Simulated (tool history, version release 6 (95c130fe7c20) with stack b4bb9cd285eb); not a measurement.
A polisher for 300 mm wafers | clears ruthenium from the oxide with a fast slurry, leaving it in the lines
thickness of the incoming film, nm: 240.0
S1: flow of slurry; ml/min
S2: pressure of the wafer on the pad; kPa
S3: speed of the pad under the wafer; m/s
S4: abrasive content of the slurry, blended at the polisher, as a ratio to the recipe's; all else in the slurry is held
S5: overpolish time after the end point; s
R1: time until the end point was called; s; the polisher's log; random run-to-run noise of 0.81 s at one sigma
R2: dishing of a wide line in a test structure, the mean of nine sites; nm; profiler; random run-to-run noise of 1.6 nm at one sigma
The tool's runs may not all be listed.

run 1 day=0.000 | S1=160 S2=15.9 S3=1.00 S4=1.0 S5=15 | R1=80.657 R2=35.263
run 2 day=0.258 | S1=160 S2=17.9 S3=1.00 S4=1.0 S5=16 | R1=69.816 R2=42.452
run 3 day=0.308 | S1=160 S2=14.5 S3=1.00 S4=1.0 S5=16 | R1=85.153 R2=35.544
run 4 day=0.375 | S1=160 S2=16.5 S3=1.02 S4=1.0 S5=17 | R1=73.374 R2=42.740
run 5 day=0.612 | S1=160 S2=15.2 S3=1.02 S4=1.0 S5=17 | R1=81.079 R2=38.110
run 6 day=0.958 | S1=160 S2=18.6 S3=1.02 S4=1.0 S5=17 | R1=68.222 R2=47.703

What will run 7 give?
run 7 day=1.317 | S1=160 S2=20.0 S3=1.02 S4=1.0 S5=17 | R1=? R2=?

R1: 60.976 s
R2: 48.758 nm

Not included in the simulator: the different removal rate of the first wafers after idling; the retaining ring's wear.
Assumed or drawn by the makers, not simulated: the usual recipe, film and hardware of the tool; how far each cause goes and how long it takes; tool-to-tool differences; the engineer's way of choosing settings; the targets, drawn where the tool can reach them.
